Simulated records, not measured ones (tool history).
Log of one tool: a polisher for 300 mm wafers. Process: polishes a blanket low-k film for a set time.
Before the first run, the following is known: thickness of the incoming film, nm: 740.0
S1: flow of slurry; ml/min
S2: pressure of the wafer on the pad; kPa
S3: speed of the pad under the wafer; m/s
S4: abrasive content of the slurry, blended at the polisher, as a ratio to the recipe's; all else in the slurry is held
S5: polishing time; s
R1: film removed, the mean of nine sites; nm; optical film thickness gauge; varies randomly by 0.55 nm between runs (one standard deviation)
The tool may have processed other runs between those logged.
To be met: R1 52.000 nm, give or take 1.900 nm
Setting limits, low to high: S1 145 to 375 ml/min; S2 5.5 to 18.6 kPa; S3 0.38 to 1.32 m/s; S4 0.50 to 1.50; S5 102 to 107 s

run  hour   S1    S2    S3    S4   S5      R1
  1   0.0  240  11.7  0.84  1.00  102  35.545
  2   3.1  240  13.1  0.84  1.00  102  40.778
  3   7.1  240  13.8  0.84  1.00  102  43.128
  4   8.9  240  13.8  0.66  1.00  102  34.940
  5  17.5  240  13.8  0.46  1.00  102  26.420
  6  21.9  240  11.0  0.46  1.00  102  20.938
  7  26.9  240  11.0  0.46  1.00  102  21.625
  8  33.5  240  13.1  0.52  1.00  102  27.554
  9  38.5  240  14.5  0.56  1.00  102  31.867
 10  39.6  240  15.9  0.60  1.00  102  36.428
 11  42.1  240  16.5  0.64  1.00  102  41.320
 12  48.3  240  17.2  0.66  1.00  102  43.533
 13  50.5  240  17.9  0.68  1.00  102  46.866
 14  55.4  240  17.9  0.70  1.00  102  47.815

Next run, 5 choices. One meets every target within its allowed miss, the rest don't. Which?
  A  60.3  230  15.9  0.92  0.90  106   ?
  B  60.3  230  17.2  0.62  1.00  102   ?
  C  60.3  245  17.9  0.62  1.05  102   ?
  D  60.3  265  17.9  0.64  1.00  107   ?
  E  60.3  200  18.6  0.84  0.95  104   ?

move      R1
   A  51.262
   B  41.142
   C  44.052
   D  46.678
   E  55.336
A: hits every target within its allowed miss
B: moves away from the targets compared with the last run
C: moves away from the targets compared with the last run
D: moves away from the targets compared with the last run
E: takes the result that was furthest off past its target
A meets every target.

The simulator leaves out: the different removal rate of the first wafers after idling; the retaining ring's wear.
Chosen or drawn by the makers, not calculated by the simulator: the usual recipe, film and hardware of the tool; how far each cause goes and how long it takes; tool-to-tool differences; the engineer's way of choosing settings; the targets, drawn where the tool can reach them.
